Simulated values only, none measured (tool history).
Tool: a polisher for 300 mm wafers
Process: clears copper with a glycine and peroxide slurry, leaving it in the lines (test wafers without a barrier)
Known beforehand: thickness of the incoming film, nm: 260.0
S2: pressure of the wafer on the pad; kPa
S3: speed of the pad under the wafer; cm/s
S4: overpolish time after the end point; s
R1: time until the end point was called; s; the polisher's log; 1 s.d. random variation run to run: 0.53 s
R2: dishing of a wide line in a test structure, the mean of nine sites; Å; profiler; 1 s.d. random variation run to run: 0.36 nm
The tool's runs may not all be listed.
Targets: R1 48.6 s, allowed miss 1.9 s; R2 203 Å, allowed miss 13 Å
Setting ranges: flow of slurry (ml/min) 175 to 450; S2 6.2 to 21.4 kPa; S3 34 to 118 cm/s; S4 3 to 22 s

run 1 day=0 | flow_of_slurry_(ml/min)=290 S2=13.8 S3=76 S4=11 | R1=67.127 R2=254.05
run 2 day=0.292 | flow_of_slurry_(ml/min)=290 S2=13.8 S3=76 S4=9 | R1=67.486 R2=220.42
run 3 day=0.458 | flow_of_slurry_(ml/min)=290 S2=11.7 S3=76 S4=9 | R1=76.094 R2=186.84
run 4 day=0.546 | flow_of_slurry_(ml/min)=290 S2=11.7 S3=70 S4=9 | R1=79.672 R2=188.31
run 5 day=0.583 | flow_of_slurry_(ml/min)=290 S2=13.8 S3=74 S4=8 | R1=67.662 R2=187.91
run 6 day=0.8 | flow_of_slurry_(ml/min)=315 S2=13.8 S3=74 S4=8 | R1=67.722 R2=194.07
run 7 day=0.838 | flow_of_slurry_(ml/min)=315 S2=15.2 S3=76 S4=7 | R1=64.208 R2=184.85
run 8 day=1.162 | flow_of_slurry_(ml/min)=315 S2=16.5 S3=78 S4=7 | R1=57.723 R2=199.35
-- day=1.233 worn pad replaced by a new one
run 9 day=1.233 | flow_of_slurry_(ml/min)=315 S2=17.2 S3=78 S4=7 | R1=50.517 R2=215.41

Of the 4 settings listed for the next run, only one would bring every result within its allowed miss of target. Which one?
run A day=1.304 | flow_of_slurry_(ml/min)=265 S2=16.5 S3=76 S4=7 | R1=? R2=?
run B day=1.304 | flow_of_slurry_(ml/min)=220 S2=19.3 S3=70 S4=8 | R1=? R2=?
run C day=1.304 | flow_of_slurry_(ml/min)=280 S2=16.5 S3=76 S4=7 | R1=? R2=?
run D day=1.304 | flow_of_slurry_(ml/min)=375 S2=20 S3=70 S4=6 | R1=? R2=?

move=A R1=54.383 R2=210.29
move=B R1=52.018 R2=244.84
move=C R1=54.188 R2=210.93
move=D R1=48.931 R2=202.83
A: lands further from the targets than the last run did
B: lands further from the targets than the last run did
C: lands further from the targets than the last run did
D: each result inside its tolerance
The right move is D.
